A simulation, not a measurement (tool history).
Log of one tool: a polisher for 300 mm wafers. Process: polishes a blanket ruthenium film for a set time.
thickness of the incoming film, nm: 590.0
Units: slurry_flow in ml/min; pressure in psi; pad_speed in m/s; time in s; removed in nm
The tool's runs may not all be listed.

run,hour,slurry_flow,pressure,pad_speed,time,removed
1,0,300,2.6,0.76,51,66.216
2,8.4,300,2,0.76,51,50.826
3,9,270,2,0.76,51,51.097
4,17.9,270,2.3,0.76,51,57.276
5,18.6,215,2.3,0.76,51,55.513
6,20,215,2.1,0.76,51,51.155
7,22.5,220,2.4,0.76,51,57.227
8,25.4,230,2.6,0.76,51,63.365
9,32.1,235,2.8,0.76,51,67.893

Run 10 comes next. What will it give?
10,39,240,2.9,0.76,51,?

Run 10 gave removed 70.444 nm.

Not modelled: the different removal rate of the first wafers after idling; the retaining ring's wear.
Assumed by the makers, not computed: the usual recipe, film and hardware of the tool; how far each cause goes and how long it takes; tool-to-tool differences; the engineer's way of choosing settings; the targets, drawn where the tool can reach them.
